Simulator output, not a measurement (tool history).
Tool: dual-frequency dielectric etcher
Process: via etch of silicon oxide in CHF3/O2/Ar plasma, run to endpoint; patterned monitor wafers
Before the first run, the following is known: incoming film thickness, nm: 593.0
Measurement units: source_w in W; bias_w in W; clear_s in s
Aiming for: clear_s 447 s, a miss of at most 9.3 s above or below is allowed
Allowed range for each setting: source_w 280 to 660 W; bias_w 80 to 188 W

Run 1, hour 0: source_w 470 W, bias_w 134 W. Result: clear_s 397.53 s.
Run 2, hour 4.4: source_w 460 W, bias_w 133 W. Result: clear_s 402.25 s.
Run 3, hour 5.7: source_w 450 W, bias_w 132 W. Result: clear_s 402.79 s.
Run 4, hour 12.9: source_w 520 W, bias_w 132 W. Result: clear_s 384.04 s.
Run 5, hour 18: source_w 500 W, bias_w 131 W. Result: clear_s 389.61 s.
Run 6, hour 21.6: source_w 480 W, bias_w 130 W. Result: clear_s 397.59 s.
Run 7, hour 24.3: source_w 470 W, bias_w 129 W. Result: clear_s 407.85 s.
Run 8, hour 25.1: source_w 460 W, bias_w 129 W. Result: clear_s 411.09 s.
Run 9, hour 27.7: source_w 450 W, bias_w 129 W. Result: clear_s 406.26 s.
Run 10, hour 34.2: source_w 440 W, bias_w 128 W. Result: clear_s 410.12 s.
Run 11, hour 37.7: source_w 430 W, bias_w 127 W. Result: clear_s 413.51 s.
Run 12, hour 42.4: source_w 420 W, bias_w 126 W. Result: clear_s 423.05 s.

Which one of the following 5 next-run settings gets every result inside its allowed miss? There is exactly one.
Run A, hour 47.1: source_w 340 W, bias_w 115 W. Result: clear_s ?.
Run B, hour 47.1: source_w 470 W, bias_w 146 W. Result: clear_s ?.
Run C, hour 47.1: source_w 390 W, bias_w 115 W. Result: clear_s ?.
Run D, hour 47.1: source_w 440 W, bias_w 132 W. Result: clear_s ?.
Run E, hour 47.1: source_w 450 W, bias_w 130 W. Result: clear_s ?.

move  clear_s
   A   475.23
   B   384.85
   C   452.09
   D   409.99
   E   409.05
A: carries the result that was furthest off beyond its target, to the other side
B: further off than the last run
C: meets every target
D: further off than the last run
E: further off than the last run
So the answer is move C, the one that meets all the targets.
